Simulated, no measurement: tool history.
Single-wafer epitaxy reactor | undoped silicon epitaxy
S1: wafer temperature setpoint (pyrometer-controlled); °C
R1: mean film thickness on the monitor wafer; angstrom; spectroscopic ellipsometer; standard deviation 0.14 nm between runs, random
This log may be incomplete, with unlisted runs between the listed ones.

Run 1, hour 0.0: S1 655 °C, deposition time (s) 177. Result: R1 315.61 angstrom.
Run 2, hour 8.6: S1 660 °C, deposition time (s) 177. Result: R1 352.33 angstrom.
Run 3, hour 16.6: S1 655 °C, deposition time (s) 177. Result: R1 315.51 angstrom.
Run 4, hour 19.2: S1 651 °C, deposition time (s) 177. Result: R1 289.61 angstrom.
Run 5, hour 23.7: S1 648 °C, deposition time (s) 177. Result: R1 268.33 angstrom.
Run 6, hour 26.4: S1 648 °C, deposition time (s) 202. Result: R1 309.05 angstrom.
Run 7, hour 33.9: S1 644 °C, deposition time (s) 202. Result: R1 283.02 angstrom.
At hour 37.5: pyrometer calibrated.
Run 8, hour 37.5: S1 642 °C, deposition time (s) 202. Result: R1 289.03 angstrom.
Run 9, hour 41.4: S1 638 °C, deposition time (s) 202. Result: R1 266.58 angstrom.

Run 10, settings as shown, results not yet in. Your forecast:
Run 10, hour 43.6: S1 636 °C, deposition time (s) 202. Result: R1 ?.

{"run 10": {"R1": 251.91}}
